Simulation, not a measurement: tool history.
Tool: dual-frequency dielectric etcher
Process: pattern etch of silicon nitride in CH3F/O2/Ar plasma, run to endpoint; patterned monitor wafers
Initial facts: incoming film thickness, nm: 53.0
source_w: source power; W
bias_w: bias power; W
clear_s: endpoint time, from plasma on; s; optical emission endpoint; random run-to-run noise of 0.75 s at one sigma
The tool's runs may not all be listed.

run  hour  source_w  bias_w  clear_s
  1   0.0       420      62   87.782
  2   6.7       360      62   95.162
  3   9.2       430      62   85.762
  4  13.0       490      62   80.340
  5  16.6       540      62   78.418
  6  18.3       480      57   83.454

Run 7 is up next; what results do you expect?
  7  20.4       400      44        ?

{"run 7": {"clear_s": 96.661}}
